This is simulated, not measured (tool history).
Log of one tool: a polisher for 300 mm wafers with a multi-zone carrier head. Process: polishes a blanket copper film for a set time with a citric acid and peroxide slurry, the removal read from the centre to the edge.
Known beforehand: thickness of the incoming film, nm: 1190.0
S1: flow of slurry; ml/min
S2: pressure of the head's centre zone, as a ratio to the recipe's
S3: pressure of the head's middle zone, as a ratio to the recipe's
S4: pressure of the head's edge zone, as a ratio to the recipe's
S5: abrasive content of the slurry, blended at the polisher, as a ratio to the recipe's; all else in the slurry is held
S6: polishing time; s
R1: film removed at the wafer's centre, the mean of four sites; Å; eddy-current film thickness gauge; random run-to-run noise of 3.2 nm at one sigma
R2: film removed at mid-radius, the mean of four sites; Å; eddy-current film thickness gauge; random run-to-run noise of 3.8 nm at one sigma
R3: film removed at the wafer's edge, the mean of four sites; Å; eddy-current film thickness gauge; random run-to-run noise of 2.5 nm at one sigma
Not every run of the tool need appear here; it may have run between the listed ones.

Run 1, hour 0.0: S1 305 ml/min, S2 1.00, S3 1.00, S4 1.00, S5 1.00, S6 88 s. Result: R1 2151.1 Å, R2 2183.1 Å, R3 2166.0 Å.
Run 2, hour 3.9: S1 305 ml/min, S2 1.00, S3 1.06, S4 1.00, S5 1.00, S6 88 s. Result: R1 2142.7 Å, R2 2279.9 Å, R3 2102.8 Å.
Run 3, hour 10.1: S1 305 ml/min, S2 1.00, S3 1.06, S4 1.00, S5 0.85, S6 88 s. Result: R1 2051.9 Å, R2 2131.5 Å, R3 1994.4 Å.
Run 4, hour 19.0: S1 240 ml/min, S2 1.00, S3 1.06, S4 1.00, S5 0.85, S6 88 s. Result: R1 1959.4 Å, R2 2098.1 Å, R3 1927.9 Å.
Run 5, hour 24.9: S1 240 ml/min, S2 1.00, S3 1.06, S4 0.94, S5 0.85, S6 88 s. Result: R1 2009.0 Å, R2 2103.8 Å, R3 1937.3 Å.
Run 6, hour 27.0: S1 240 ml/min, S2 1.06, S3 1.06, S4 0.94, S5 0.85, S6 88 s. Result: R1 2118.5 Å, R2 2097.4 Å, R3 1939.3 Å.

Run 7, settings as shown, results not yet in. Your forecast:
Run 7, hour 30.9: S1 235 ml/min, S2 0.96, S3 1.16, S4 1.04, S5 1.10, S6 96 s. Result: R1 ?, R2 ?, R3 ?.

Run 7 came out at R1 2270.4 Å, R2 2738.6 Å, R3 2325.5 Å.
